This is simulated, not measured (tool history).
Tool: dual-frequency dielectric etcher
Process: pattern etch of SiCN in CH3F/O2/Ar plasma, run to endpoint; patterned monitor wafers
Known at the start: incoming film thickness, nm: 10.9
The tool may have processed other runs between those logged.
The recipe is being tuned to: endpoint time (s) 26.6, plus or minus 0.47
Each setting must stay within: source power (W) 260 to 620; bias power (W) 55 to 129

run,day,source power (W),bias power (W),endpoint time (s)
1,0,440,92,23.366
2,0.117,420,91,23.699
3,0.308,450,91,22.975
4,0.621,450,107,22.205
5,0.688,420,105,22.833
6,0.904,400,103,23.219
7,0.933,380,100,24.097
8,1.212,360,99,24.619
9,1.45,350,99,24.537
10,1.792,340,98,25.087
11,1.833,330,98,25.39
12,1.979,320,98,25.537
13,2.162,310,98,25.642

4 candidate next runs follow, results not yet known. Just one meets every target within its allowed miss. Identify it.
A,2.346,300,91,?
B,2.346,260,97,?
C,2.346,280,89,?
D,2.346,260,96,?

move,endpoint time (s)
A,26.526
B,27.376
C,27.333
D,27.456
A: every result lands within tolerance
B: the result that was furthest off in the last run now lies on the other side of its target
C: the result that was furthest off in the last run now lies on the other side of its target
D: the result that was furthest off in the last run now lies on the other side of its target
The move that meets every target is A.
